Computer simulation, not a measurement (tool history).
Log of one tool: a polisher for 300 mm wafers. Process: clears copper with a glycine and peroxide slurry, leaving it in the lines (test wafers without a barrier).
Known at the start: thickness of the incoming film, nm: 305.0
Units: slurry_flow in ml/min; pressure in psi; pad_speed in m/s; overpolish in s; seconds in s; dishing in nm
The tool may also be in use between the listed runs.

run,day,slurry_flow,pressure,pad_speed,overpolish,seconds,dishing
1,0,170,1.9,0.86,28,88.343,51.343
2,0.183,185,1.9,0.86,28,86.541,51.397
3,0.317,185,2.4,0.86,28,73.363,61.186
4,0.546,180,2.2,0.84,30,79.43,59.817
5,0.846,175,2,0.82,31,86.877,54.775
6,0.9,175,2,0.82,26,86.505,48.609
7,1.238,170,1.9,0.82,29,91.142,51.148

Forecast run 8:
8,1.417,165,1.8,0.82,31,?,?

Run 8 gave seconds 97.964 s, dishing 52.156 nm.
